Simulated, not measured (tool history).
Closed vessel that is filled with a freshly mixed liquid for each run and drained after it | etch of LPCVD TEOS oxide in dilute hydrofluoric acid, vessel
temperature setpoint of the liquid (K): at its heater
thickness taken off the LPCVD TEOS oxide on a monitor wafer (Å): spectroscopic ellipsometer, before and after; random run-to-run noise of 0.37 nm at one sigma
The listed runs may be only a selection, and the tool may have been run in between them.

run  hour  temperature setpoint of the liquid (K)  parts of water to one part of 49 % hydrofluoric acid (parts by volume)  time in the liquid (s)  thickness taken off the LPCVD TEOS oxide on a monitor wafer (Å)
  1   0.0                                  293.15                                                                     135                     155                                                           195.74
  2   8.8                                  295.15                                                                     105                     155                                                           281.94
  3  12.1                                  295.15                                                                     105                     155                                                           286.88
  4  15.0                                  296.65                                                                      90                     155                                                           356.92
  5  20.1                                  298.15                                                                      80                     155                                                           433.01
  6  28.4                                  299.15                                                                      75                     155                                                           482.82

Expected results for the next run?
  7  32.7                                  299.65                                                                      70                     155                                                                ?

Logged for run 7: thickness taken off the LPCVD TEOS oxide on a monitor wafer (Å) 536.23.
